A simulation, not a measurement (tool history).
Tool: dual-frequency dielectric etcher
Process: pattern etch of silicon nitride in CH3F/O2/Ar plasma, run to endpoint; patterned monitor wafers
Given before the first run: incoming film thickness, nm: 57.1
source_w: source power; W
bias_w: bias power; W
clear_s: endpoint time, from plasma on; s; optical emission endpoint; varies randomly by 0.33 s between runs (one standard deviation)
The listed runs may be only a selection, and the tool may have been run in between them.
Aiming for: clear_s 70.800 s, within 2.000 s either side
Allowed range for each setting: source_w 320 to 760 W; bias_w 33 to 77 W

run	hour	source_w	bias_w	clear_s
1	0.0	540	55	79.815
2	7.8	540	47	82.479
3	13.3	610	47	78.921
4	16.7	630	48	77.136
5	17.9	650	49	76.122
6	22.7	660	50	75.808
7	30.2	670	51	74.842
8	37.1	680	52	73.670

Pick the move, out of 5, that brings all results within their allowed miss; only one does.
A	44.0	630	55	?
B	44.0	660	51	?
C	44.0	730	52	?
D	44.0	610	52	?
E	44.0	650	46	?

move	clear_s
A	75.107
B	74.761
C	71.361
D	77.015
E	76.744
A: lands further from the targets than the last run did
B: lands further from the targets than the last run did
C: all results land within tolerance of their targets
D: lands further from the targets than the last run did
E: lands further from the targets than the last run did
The move that meets every target is C.
